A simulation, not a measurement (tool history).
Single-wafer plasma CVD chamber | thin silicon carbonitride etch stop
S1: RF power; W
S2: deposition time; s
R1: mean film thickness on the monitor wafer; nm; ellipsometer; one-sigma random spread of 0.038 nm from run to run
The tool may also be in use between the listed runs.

run    day   S1    S2      R1
  1  0.000  155  16.2  8.2983
  2  0.104  145  16.2  8.2649
  3  0.358  145  18.2  9.2453
  4  0.408  145  17.3  8.7691
  5  0.704  145  15.5  7.8300
  6  0.850  165  15.5  8.0417

Run 7, settings as shown, results not yet in. Your forecast:
  7  1.029  165  15.5   ?

R1: 8.0467 nm

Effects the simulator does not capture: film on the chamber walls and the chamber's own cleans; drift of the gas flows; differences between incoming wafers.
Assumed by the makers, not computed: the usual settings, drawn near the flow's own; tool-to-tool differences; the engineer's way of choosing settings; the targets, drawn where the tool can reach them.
